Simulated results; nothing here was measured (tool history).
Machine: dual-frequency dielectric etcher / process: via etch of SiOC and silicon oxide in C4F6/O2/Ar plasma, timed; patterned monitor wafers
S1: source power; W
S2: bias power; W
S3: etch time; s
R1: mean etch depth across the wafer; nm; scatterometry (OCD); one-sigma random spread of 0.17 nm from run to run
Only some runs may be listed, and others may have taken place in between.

run 1 day=0.000 | S1=260 S2=165 S3=36.5 | R1=35.966
run 2 day=0.233 | S1=260 S2=140 S3=36.5 | R1=34.046
run 3 day=0.433 | S1=260 S2=118 S3=36.5 | R1=32.440
run 4 day=0.717 | S1=260 S2=118 S3=33.5 | R1=29.614
run 5 day=0.817 | S1=230 S2=118 S3=33.5 | R1=27.989
run 6 day=1.017 | S1=230 S2=99 S3=33.5 | R1=26.572
run 7 day=1.150 | S1=260 S2=114 S3=34.0 | R1=29.529
run 8 day=1.271 | S1=280 S2=129 S3=34.5 | R1=32.451
run 9 day=1.642 | S1=300 S2=139 S3=34.5 | R1=34.226
run 10 day=1.979 | S1=310 S2=148 S3=34.5 | R1=35.261

Run 11, settings as shown, results not yet in. Your forecast:
run 11 day=2.296 | S1=320 S2=156 S3=34.5 | R1=?

R1: 36.225 nm
